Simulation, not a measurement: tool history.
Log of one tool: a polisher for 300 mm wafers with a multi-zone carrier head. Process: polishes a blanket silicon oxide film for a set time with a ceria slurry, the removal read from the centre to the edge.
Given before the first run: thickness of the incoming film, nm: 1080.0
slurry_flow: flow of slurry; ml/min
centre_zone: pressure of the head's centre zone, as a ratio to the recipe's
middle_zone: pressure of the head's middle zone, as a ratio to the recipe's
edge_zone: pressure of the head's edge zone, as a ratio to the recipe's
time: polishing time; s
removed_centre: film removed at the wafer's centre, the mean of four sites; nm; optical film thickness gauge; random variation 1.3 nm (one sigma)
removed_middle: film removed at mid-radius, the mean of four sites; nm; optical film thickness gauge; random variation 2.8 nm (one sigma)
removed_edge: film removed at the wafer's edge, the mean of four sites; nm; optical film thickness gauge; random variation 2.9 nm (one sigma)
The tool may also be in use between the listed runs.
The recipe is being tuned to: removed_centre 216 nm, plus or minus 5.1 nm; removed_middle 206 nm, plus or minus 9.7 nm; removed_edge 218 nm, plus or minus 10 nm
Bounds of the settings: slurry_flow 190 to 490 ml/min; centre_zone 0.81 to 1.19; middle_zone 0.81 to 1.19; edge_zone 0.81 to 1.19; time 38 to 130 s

| run | hour | slurry_flow | centre_zone | middle_zone | edge_zone | time | removed_centre | removed_middle | removed_edge |
|---|---|---|---|---|---|---|---|---|---|
| 1 | 0 | 315 | 1 | 1 | 1 | 84 | 379.63 | 375.59 | 389.28 |
| 2 | 6.9 | 315 | 0.98 | 0.97 | 0.96 | 71 | 314.86 | 309.07 | 324.8 |
| 3 | 11.4 | 315 | 0.97 | 0.95 | 0.92 | 62 | 271.93 | 266.27 | 277.31 |
| 4 | 12.9 | 315 | 0.96 | 0.93 | 0.89 | 58 | 253.93 | 245.39 | 254.25 |
|  | 16.7 | edge zone pressure recalibrated |
| 5 | 16.7 | 315 | 0.94 | 0.9 | 0.87 | 56 | 237.93 | 226.97 | 237.42 |
| 6 | 18.3 | 305 | 0.92 | 0.88 | 0.85 | 56 | 233.79 | 226.65 | 232.38 |
| 7 | 21.7 | 305 | 0.91 | 0.86 | 0.85 | 55 | 226.32 | 214.54 | 232.54 |
| 8 | 29.6 | 305 | 0.91 | 0.86 | 0.84 | 54 | 222.95 | 207.44 | 223.27 |

Exactly one of the 4 candidate moves below puts every result within its allowed miss. Which one?
| A | 37.5 | 300 | 0.94 | 0.88 | 0.82 | 55 | ? | ? | ? |
| B | 37.5 | 460 | 0.94 | 0.92 | 0.94 | 51 | ? | ? | ? |
| C | 37.5 | 225 | 0.99 | 0.95 | 0.81 | 54 | ? | ? | ? |
| D | 37.5 | 330 | 0.89 | 0.85 | 0.81 | 53 | ? | ? | ? |

| move | removed_centre | removed_middle | removed_edge |
|---|---|---|---|
| A | 234.06 | 214.51 | 223.69 |
| B | 225 | 213.17 | 226.14 |
| C | 234.02 | 217.83 | 213.4 |
| D | 215.77 | 202.63 | 215.86 |
A: lands further from the targets than the last run did
B: lands further from the targets than the last run did
C: lands further from the targets than the last run did
D: each result inside its tolerance
The move that meets every target is D.
